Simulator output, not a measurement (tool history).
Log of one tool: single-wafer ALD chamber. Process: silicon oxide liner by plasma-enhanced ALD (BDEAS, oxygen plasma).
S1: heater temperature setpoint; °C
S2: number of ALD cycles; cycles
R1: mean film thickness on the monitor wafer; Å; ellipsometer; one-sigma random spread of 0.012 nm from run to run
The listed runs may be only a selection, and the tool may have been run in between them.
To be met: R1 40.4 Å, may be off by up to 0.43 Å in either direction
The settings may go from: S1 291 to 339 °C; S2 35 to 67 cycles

run	hour	S1	S2	R1
1	0	315	51	44.117
2	5.7	315	56	48.608
3	6.4	315	50	43.265
4	13.8	317	49	42.413
5	17.3	318	48	41.185
6	26.2	318	54	46.513
7	29.2	321	52	44.837
8	32.2	321	50	43.194
9	41	321	49	42.162
10	41.9	321	48	41.183

Which of these 4 next moves meets every target?
A	42.8	324	47	?
B	42.8	327	50	?
C	42.8	317	49	?
D	42.8	320	48	?

move	R1
A	40.279
B	42.661
C	42.425
D	41.378
A: in spec on every target
B: moves away from the targets compared with the last run
C: moves away from the targets compared with the last run
D: moves away from the targets compared with the last run
The move that meets every target is A.

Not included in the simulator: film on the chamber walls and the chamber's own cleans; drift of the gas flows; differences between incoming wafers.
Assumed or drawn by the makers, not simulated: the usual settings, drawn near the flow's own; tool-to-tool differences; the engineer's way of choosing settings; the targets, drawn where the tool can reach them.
